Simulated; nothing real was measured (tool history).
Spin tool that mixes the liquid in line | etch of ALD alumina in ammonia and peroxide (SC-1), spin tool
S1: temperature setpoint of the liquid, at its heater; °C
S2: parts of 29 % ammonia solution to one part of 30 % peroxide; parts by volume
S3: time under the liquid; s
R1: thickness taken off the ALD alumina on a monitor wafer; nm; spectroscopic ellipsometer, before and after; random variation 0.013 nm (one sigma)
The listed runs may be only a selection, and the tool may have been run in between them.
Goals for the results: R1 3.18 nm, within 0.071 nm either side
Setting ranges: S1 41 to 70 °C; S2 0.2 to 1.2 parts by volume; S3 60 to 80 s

run 1 hour=0 | S1=57 S2=0.9 S3=80 | R1=7.3768
run 2 hour=2.1 | S1=57 S2=1.15 S3=80 | R1=7.5419
run 3 hour=4.4 | S1=57 S2=1.15 S3=80 | R1=7.4955
run 4 hour=10.1 | S1=57 S2=1.15 S3=80 | R1=7.5622
run 5 hour=17 | S1=53.5 S2=1.1 S3=80 | R1=6.2476
run 6 hour=18.2 | S1=53.5 S2=1.2 S3=80 | R1=6.3116
run 7 hour=24 | S1=51 S2=1.15 S3=80 | R1=5.4862
run 8 hour=32.9 | S1=49 S2=1.15 S3=80 | R1=4.8965
run 9 hour=40.1 | S1=47.5 S2=1.15 S3=80 | R1=4.5368
run 10 hour=44.4 | S1=46 S2=1.15 S3=80 | R1=4.124
run 11 hour=51 | S1=46 S2=1.15 S3=80 | R1=4.1407

Next run, 4 choices. One meets every target within its allowed miss, the rest don't. Which?
run A hour=57.6 | S1=53.5 S2=1.1 S3=80 | R1=?
run B hour=57.6 | S1=45.5 S2=1.2 S3=60 | R1=?
run C hour=57.6 | S1=46.5 S2=1.05 S3=60 | R1=?
run D hour=57.6 | S1=41 S2=0.8 S3=80 | R1=?

move=A R1=6.2636
move=B R1=3.0465
move=C R1=3.1827
move=D R1=3.0144
A: misses by more than the last run did
B: the result that was furthest off in the last run now lies on the other side of its target
C: all results in spec
D: the result that was furthest off in the last run now lies on the other side of its target
Answer: C

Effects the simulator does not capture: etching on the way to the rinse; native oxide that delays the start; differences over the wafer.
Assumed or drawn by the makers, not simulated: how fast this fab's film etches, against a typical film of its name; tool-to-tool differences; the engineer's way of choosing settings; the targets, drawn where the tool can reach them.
